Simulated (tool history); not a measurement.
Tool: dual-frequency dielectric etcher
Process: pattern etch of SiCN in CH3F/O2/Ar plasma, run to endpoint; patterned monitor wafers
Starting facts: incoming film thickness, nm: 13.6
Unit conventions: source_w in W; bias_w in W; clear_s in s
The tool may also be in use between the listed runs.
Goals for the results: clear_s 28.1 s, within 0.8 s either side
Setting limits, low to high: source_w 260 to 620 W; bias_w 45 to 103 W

{"run": 1, "hour": 0.0, "source_w": 440, "bias_w": 74, "clear_s": 31.694}
{"run": 2, "hour": 0.7, "source_w": 470, "bias_w": 74, "clear_s": 31.331}
{"run": 3, "hour": 5.1, "source_w": 490, "bias_w": 77, "clear_s": 30.072}
{"run": 4, "hour": 9.8, "source_w": 500, "bias_w": 78, "clear_s": 29.91}
{"run": 5, "hour": 18.1, "source_w": 510, "bias_w": 79, "clear_s": 29.48}
{"run": 6, "hour": 26.4, "source_w": 510, "bias_w": 67, "clear_s": 30.772}
{"run": 7, "hour": 33.8, "source_w": 530, "bias_w": 69, "clear_s": 30.331}
{"run": 8, "hour": 39.3, "source_w": 550, "bias_w": 71, "clear_s": 29.879}
{"run": 9, "hour": 44.9, "source_w": 560, "bias_w": 73, "clear_s": 29.293}

Exactly one of the 4 candidate moves below puts every result within its allowed miss. Which one?
{"run": "A", "hour": 50.5, "source_w": 530, "bias_w": 60, "clear_s": "?"}
{"run": "B", "hour": 50.5, "source_w": 550, "bias_w": 71, "clear_s": "?"}
{"run": "C", "hour": 50.5, "source_w": 610, "bias_w": 91, "clear_s": "?"}
{"run": "D", "hour": 50.5, "source_w": 590, "bias_w": 78, "clear_s": "?"}

move=A clear_s=31.328
move=B clear_s=29.62
move=C clear_s=26.634
move=D clear_s=28.136
A: moves away from the targets compared with the last run
B: moves away from the targets compared with the last run
C: pushes the last run's worst result past its target
D: every result lands within tolerance
The move that meets every target is D.
